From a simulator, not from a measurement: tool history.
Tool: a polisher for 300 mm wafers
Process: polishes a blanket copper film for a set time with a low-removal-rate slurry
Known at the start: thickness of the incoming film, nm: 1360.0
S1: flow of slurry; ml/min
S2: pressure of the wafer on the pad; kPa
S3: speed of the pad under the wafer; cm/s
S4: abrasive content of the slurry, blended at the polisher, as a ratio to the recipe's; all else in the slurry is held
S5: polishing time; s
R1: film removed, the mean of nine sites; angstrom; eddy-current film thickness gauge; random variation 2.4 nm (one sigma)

{"run": 1, "hour": 0.0, "S1": 255, "S2": 17.9, "S3": 110, "S4": 1, "S5": 77, "R1": 2627.4}
{"run": 2, "hour": 1.7, "S1": 255, "S2": 17.9, "S3": 110, "S4": 1, "S5": 77, "R1": 2633.1}
{"run": 3, "hour": 5.9, "S1": 255, "S2": 20, "S3": 110, "S4": 1, "S5": 77, "R1": 2867.5}
{"run": 4, "hour": 11.0, "S1": 255, "S2": 20, "S3": 120, "S4": 1, "S5": 77, "R1": 3014.6}
{"run": 5, "hour": 13.2, "S1": 255, "S2": 24.1, "S3": 120, "S4": 1, "S5": 77, "R1": 3522.3}
{"run": 6, "hour": 17.8, "S1": 255, "S2": 24.1, "S3": 120, "S4": 0.8, "S5": 77, "R1": 3333.9}
{"run": 7, "hour": 18.5, "S1": 255, "S2": 24.8, "S3": 120, "S4": 0.8, "S5": 77, "R1": 3463.7}

The next listed run, before its measurement:
{"run": 8, "hour": 26.6, "S1": 255, "S2": 25.5, "S3": 120, "S4": 0.8, "S5": 77, "R1": "?"}

Run 8 gave R1 3490.1 angstrom.

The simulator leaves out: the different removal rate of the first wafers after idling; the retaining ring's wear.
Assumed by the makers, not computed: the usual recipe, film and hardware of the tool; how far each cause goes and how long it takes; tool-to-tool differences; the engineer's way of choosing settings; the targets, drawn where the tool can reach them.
